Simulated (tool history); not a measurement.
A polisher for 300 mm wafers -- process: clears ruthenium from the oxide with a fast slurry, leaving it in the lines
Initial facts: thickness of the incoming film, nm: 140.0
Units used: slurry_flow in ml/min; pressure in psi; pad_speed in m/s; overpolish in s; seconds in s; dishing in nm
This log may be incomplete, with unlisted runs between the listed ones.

run	hour	slurry_flow	pressure	pad_speed	slurry_solids	overpolish	seconds	dishing
1	0.0	240	2.9	0.82	1.00	25	48.863	51.189
2	4.9	245	3.1	0.82	1.00	20	45.765	43.684
3	9.4	280	3.1	0.82	1.00	20	45.681	44.354
4	17.0	280	3.1	0.82	0.80	20	49.786	42.346
5	19.5	280	3.1	0.82	0.80	25	49.968	48.898
6	21.1	300	3.4	0.80	0.80	20	47.877	44.702
7	27.8	255	3.3	0.88	0.85	16	44.590	38.041
8	35.1	260	3.6	0.90	0.80	14	42.294	35.891
9	42.6	270	3.8	0.90	0.80	13	39.217	35.250
10	50.7	270	3.8	0.90	0.80	13	40.171	35.372
11	55.2	275	4.0	0.90	0.80	12	38.301	34.943

What does the tool deliver on the next run?
12	63.8	280	4.1	0.90	0.80	12	?	?

seconds: 37.384 s
dishing: 34.951 nm
